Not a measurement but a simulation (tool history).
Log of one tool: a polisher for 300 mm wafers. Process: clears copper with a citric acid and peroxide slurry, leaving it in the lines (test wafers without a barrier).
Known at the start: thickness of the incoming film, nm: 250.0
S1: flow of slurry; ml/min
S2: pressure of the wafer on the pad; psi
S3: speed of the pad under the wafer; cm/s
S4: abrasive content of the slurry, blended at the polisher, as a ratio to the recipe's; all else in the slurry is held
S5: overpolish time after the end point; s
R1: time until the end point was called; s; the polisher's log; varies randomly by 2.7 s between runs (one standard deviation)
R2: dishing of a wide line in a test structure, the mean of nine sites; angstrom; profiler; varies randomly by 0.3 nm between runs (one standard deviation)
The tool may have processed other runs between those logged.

run    day   S1   S2   S3   S4  S5      R1      R2
  1  0.000  205  2.0  122  1.0  21  144.27  266.33
  2  0.092  235  2.0  122  1.0  21  144.65  271.68
  3  0.404  235  2.0  122  1.0  18  138.31  242.41
  4  0.708  235  2.0  122  1.0  16  141.13  213.05
  5  0.908  235  2.0  122  1.0  15  139.44  203.30
  6  1.054  235  2.0   96  1.0  15  165.09  171.14
  7  1.346  235  2.1   96  1.0  14  157.06  165.80

Run 8 is up next; what results do you expect?
  8  1.725  235  2.2  96  1.0  14   ?   ?

Run 8 produced R1 151.81 s, R2 170.40 angstrom.

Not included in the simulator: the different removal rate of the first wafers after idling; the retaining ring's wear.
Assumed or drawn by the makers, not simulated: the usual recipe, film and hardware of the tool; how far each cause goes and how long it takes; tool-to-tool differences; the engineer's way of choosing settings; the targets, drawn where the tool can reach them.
